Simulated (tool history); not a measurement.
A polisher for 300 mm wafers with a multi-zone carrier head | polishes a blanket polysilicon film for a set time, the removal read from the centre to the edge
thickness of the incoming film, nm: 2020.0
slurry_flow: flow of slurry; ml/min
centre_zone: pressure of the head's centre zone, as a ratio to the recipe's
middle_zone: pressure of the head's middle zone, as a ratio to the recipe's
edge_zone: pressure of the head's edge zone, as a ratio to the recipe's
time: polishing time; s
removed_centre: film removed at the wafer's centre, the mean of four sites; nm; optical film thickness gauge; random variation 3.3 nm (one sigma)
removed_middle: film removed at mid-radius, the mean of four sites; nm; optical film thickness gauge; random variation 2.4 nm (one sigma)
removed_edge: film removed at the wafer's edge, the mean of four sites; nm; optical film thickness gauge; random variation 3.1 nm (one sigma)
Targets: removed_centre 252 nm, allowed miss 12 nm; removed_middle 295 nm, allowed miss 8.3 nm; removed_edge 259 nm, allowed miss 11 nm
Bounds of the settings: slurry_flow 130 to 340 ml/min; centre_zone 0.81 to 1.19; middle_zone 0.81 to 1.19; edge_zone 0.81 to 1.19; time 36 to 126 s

| run | hour | slurry_flow | centre_zone | middle_zone | edge_zone | time | removed_centre | removed_middle | removed_edge |
|---|---|---|---|---|---|---|---|---|---|
| 1 | 0 | 220 | 1 | 1 | 1 | 81 | 327.94 | 345.62 | 344.8 |
| 2 | 2.9 | 250 | 1 | 1 | 1 | 81 | 342.17 | 344.08 | 341.01 |
| 3 | 5.1 | 250 | 1 | 1 | 1 | 73 | 305.69 | 319.13 | 307.19 |
| 4 | 14 | 255 | 0.98 | 1 | 0.98 | 71 | 294.84 | 308.01 | 293.68 |
| 5 | 15.6 | 250 | 0.96 | 1.01 | 0.96 | 70 | 276.65 | 305.09 | 292.73 |
| 6 | 18.4 | 250 | 0.96 | 1.07 | 0.96 | 70 | 273.78 | 320.97 | 288.44 |
| 7 | 25.7 | 250 | 0.96 | 1.07 | 0.94 | 69 | 273.89 | 313.68 | 283.3 |
| 8 | 27.6 | 250 | 0.95 | 1.07 | 0.93 | 68 | 276.8 | 318.58 | 284.22 |
| 9 | 34.5 | 250 | 0.95 | 1.07 | 0.93 | 66 | 263.49 | 300.97 | 273.14 |

Which of these 5 next moves meets every target?
| A | 41.4 | 295 | 0.97 | 1.12 | 0.99 | 61 | ? | ? | ? |
| B | 41.4 | 230 | 0.95 | 1.02 | 0.88 | 64 | ? | ? | ? |
| C | 41.4 | 285 | 1.01 | 1.05 | 0.87 | 66 | ? | ? | ? |
| D | 41.4 | 310 | 1.02 | 1.18 | 0.91 | 58 | ? | ? | ? |
| E | 41.4 | 165 | 0.92 | 0.92 | 1 | 78 | ? | ? | ? |

| move | removed_centre | removed_middle | removed_edge |
|---|---|---|---|
| A | 250.42 | 297.64 | 260.69 |
| B | 248.73 | 279.95 | 256.22 |
| C | 280.94 | 303.62 | 268.3 |
| D | 251.97 | 297.45 | 240.83 |
| E | 275.45 | 295.87 | 314.79 |
A: meets every target
B: brings the result that was furthest off to its target, and leaves another outside
C: brings the result that was furthest off to its target, and leaves another outside
D: takes the result that was furthest off past its target
E: further off than the last run
Move A is the one to make.

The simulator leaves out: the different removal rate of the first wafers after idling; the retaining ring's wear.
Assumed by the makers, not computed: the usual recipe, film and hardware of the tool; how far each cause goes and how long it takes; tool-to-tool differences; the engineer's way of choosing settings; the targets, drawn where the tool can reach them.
